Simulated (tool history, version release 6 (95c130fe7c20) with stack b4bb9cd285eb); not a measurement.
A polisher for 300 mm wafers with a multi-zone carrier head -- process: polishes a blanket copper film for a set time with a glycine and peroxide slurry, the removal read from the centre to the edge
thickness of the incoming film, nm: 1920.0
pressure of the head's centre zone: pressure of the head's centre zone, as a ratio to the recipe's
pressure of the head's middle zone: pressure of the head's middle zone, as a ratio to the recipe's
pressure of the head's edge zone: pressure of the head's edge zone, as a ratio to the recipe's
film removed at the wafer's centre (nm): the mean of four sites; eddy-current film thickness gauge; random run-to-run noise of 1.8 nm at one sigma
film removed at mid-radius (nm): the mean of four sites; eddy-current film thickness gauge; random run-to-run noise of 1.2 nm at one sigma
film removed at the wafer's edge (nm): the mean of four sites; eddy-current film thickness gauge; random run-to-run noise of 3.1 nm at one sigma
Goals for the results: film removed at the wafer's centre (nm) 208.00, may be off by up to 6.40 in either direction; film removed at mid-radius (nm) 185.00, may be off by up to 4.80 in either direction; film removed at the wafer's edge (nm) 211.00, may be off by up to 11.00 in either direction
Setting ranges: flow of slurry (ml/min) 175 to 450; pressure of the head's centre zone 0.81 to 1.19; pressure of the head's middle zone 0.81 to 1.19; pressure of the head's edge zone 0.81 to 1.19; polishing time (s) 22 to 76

run,hour,flow of slurry (ml/min),pressure of the head's centre zone,pressure of the head's middle zone,pressure of the head's edge zone,polishing time (s),film removed at the wafer's centre (nm),film removed at mid-radius (nm),film removed at the wafer's edge (nm)
1,0.0,290,1.00,1.00,1.00,49,234.26,238.90,236.94
2,7.3,250,1.00,1.00,1.00,49,232.11,233.89,227.06
3,11.7,240,0.99,0.95,1.00,48,227.18,221.76,220.62
4,15.4,240,0.93,0.95,1.00,48,215.74,217.61,233.73
5,18.3,240,1.00,0.95,1.00,48,223.25,218.75,229.43
6,19.8,240,1.08,0.95,1.00,48,242.57,215.44,229.89
7,23.3,235,1.06,0.93,0.99,47,232.37,212.11,220.50
8,31.0,230,1.05,0.91,0.99,46,225.67,200.38,218.58
9,36.1,225,1.04,0.90,0.98,46,223.09,199.20,211.82
10,38.4,220,1.03,0.88,0.99,46,220.19,192.57,219.10

Consider the 4 candidate settings below. Which is the only one whose results all fall within their allowed miss of target?
A,40.7,295,0.98,0.88,1.02,44,?,?,?
B,40.7,180,0.96,0.83,0.97,51,?,?,?
C,40.7,245,1.01,0.84,1.02,48,?,?,?
D,40.7,195,1.02,0.88,1.05,44,?,?,?

move,film removed at the wafer's centre (nm),film removed at mid-radius (nm),film removed at the wafer's edge (nm)
A,208.14,192.62,210.93
B,223.31,201.63,229.34
C,228.03,198.61,227.12
D,204.77,184.32,207.03
A: corrects the largest miss of the last run, while another result sits out of spec
B: lands further from the targets than the last run did
C: lands further from the targets than the last run did
D: every result lands within tolerance
Correct choice: D, which meets every target

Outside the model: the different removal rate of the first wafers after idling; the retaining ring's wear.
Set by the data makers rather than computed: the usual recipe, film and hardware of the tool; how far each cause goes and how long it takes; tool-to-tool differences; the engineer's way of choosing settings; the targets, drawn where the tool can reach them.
